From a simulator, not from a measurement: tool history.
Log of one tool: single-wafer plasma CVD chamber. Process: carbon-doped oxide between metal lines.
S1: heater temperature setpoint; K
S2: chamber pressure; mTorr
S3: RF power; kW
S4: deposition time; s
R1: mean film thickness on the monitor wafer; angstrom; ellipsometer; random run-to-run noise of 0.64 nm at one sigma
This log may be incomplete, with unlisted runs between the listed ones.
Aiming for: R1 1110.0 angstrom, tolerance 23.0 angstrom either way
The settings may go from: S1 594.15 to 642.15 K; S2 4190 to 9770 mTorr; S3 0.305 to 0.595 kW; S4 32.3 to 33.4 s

run   hour      S1    S2     S3    S4      R1
  1    0.0  618.15  6980  0.450  32.3  1603.7
  2    5.7  618.15  6980  0.450  33.4  1663.7
  3   11.0  623.15  6360  0.420  33.2  1505.9
  4   17.0  623.15  6360  0.465  33.2  1658.1
  5   20.7  631.15  6360  0.465  33.2  1631.1
  6   25.7  632.15  6130  0.430  33.0  1500.2
  7   27.7  633.15  5930  0.400  32.8  1380.0
  8   30.2  634.15  5770  0.380  32.7  1293.6
  9   32.6  635.15  5590  0.370  32.7  1250.9
 10   40.0  635.15  5380  0.360  32.7  1203.6
 11   45.4  635.15  5150  0.355  32.7  1170.8
 12   53.4  635.15  4980  0.355  32.7  1176.8
 13   61.4  638.15  4920  0.320  32.6  1033.4
 14   66.6  636.15  5110  0.320  32.6  1031.7
 15   71.8  636.15  5120  0.325  32.6  1062.1
 16   79.4  636.15  5280  0.325  32.6  1070.7
 17   85.5  636.15  5430  0.325  32.6  1075.8
 18   88.2  636.15  5560  0.325  32.6  1080.1
 19   90.9  636.15  5670  0.325  32.6  1086.7
 20   92.0  636.15  5760  0.325  32.6  1085.4
 21  100.7  636.15  5850  0.325  32.6  1087.2

5 next moves are on the table. One of them brings every result within its allowed miss. Which?
  A  109.4  639.15  6690  0.310  32.6   ?
  B  109.4  636.15  6220  0.310  32.9   ?
  C  109.4  632.15  4900  0.330  32.3   ?
  D  109.4  642.15  6010  0.310  33.4   ?
  E  109.4  628.15  5830  0.320  33.1   ?

move      R1
   A  1029.8
   B  1037.6
   C  1065.8
   D  1035.3
   E  1094.7
A: further off than the last run
B: further off than the last run
C: further off than the last run
D: further off than the last run
E: every result within its allowed miss
Answer: E

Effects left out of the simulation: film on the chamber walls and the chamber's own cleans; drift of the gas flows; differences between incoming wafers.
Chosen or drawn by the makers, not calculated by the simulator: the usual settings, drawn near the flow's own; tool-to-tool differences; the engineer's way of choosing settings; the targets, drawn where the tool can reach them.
